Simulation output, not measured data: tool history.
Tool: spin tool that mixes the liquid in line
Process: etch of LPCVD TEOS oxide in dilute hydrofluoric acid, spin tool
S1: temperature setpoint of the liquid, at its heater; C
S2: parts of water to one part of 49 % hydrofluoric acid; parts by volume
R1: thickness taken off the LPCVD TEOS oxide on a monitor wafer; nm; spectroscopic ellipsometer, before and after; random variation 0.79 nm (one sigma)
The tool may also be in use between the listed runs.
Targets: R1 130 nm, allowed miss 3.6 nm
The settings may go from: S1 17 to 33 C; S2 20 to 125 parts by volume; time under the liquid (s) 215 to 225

{"run": 1, "hour": 0.0, "S1": 25, "S2": 70, "time under the liquid (s)": 215, "R1": 88.317}
{"run": 2, "hour": 8.5, "S1": 26.5, "S2": 70, "time under the liquid (s)": 215, "R1": 92.466}
{"run": 3, "hour": 16.2, "S1": 26.5, "S2": 90, "time under the liquid (s)": 215, "R1": 70.44}
{"run": 4, "hour": 24.6, "S1": 26.5, "S2": 65, "time under the liquid (s)": 215, "R1": 100.31}
{"run": 5, "hour": 29.7, "S1": 26.5, "S2": 75, "time under the liquid (s)": 215, "R1": 85.258}
{"run": 6, "hour": 32.1, "S1": 23.5, "S2": 75, "time under the liquid (s)": 215, "R1": 75.993}
{"run": 7, "hour": 38.2, "S1": 25, "S2": 75, "time under the liquid (s)": 215, "R1": 80.346}
{"run": 8, "hour": 40.8, "S1": 26.5, "S2": 75, "time under the liquid (s)": 215, "R1": 85.469}
{"run": 9, "hour": 48.6, "S1": 27.5, "S2": 75, "time under the liquid (s)": 215, "R1": 88.739}
{"run": 10, "hour": 53.7, "S1": 28.5, "S2": 75, "time under the liquid (s)": 215, "R1": 93.423}
{"run": 11, "hour": 58.1, "S1": 29, "S2": 75, "time under the liquid (s)": 215, "R1": 94.254}
{"run": 12, "hour": 61.3, "S1": 29.5, "S2": 75, "time under the liquid (s)": 215, "R1": 96.385}
{"run": 13, "hour": 63.0, "S1": 30, "S2": 75, "time under the liquid (s)": 215, "R1": 97.844}
{"run": 14, "hour": 64.9, "S1": 30.5, "S2": 75, "time under the liquid (s)": 215, "R1": 99.616}
{"run": 15, "hour": 73.2, "S1": 31, "S2": 75, "time under the liquid (s)": 215, "R1": 101.7}
{"run": 16, "hour": 77.8, "S1": 31.5, "S2": 75, "time under the liquid (s)": 215, "R1": 104.41}
{"run": 17, "hour": 86.6, "S1": 32.5, "S2": 70, "time under the liquid (s)": 215, "R1": 116.5}

4 next moves are on the table. One of them brings every result within its allowed miss. Which?
{"run": "A", "hour": 95.4, "S1": 28.5, "S2": 55, "time under the liquid (s)": 215, "R1": "?"}
{"run": "B", "hour": 95.4, "S1": 31.5, "S2": 60, "time under the liquid (s)": 220, "R1": "?"}
{"run": "C", "hour": 95.4, "S1": 33, "S2": 60, "time under the liquid (s)": 215, "R1": "?"}
{"run": "D", "hour": 95.4, "S1": 33, "S2": 65, "time under the liquid (s)": 225, "R1": "?"}

move=A R1=130.43
move=B R1=136.47
move=C R1=141.22
move=D R1=135.32
A: meets every target
B: takes the result that was furthest off past its target
C: takes the result that was furthest off past its target
D: takes the result that was furthest off past its target
The right move is A.
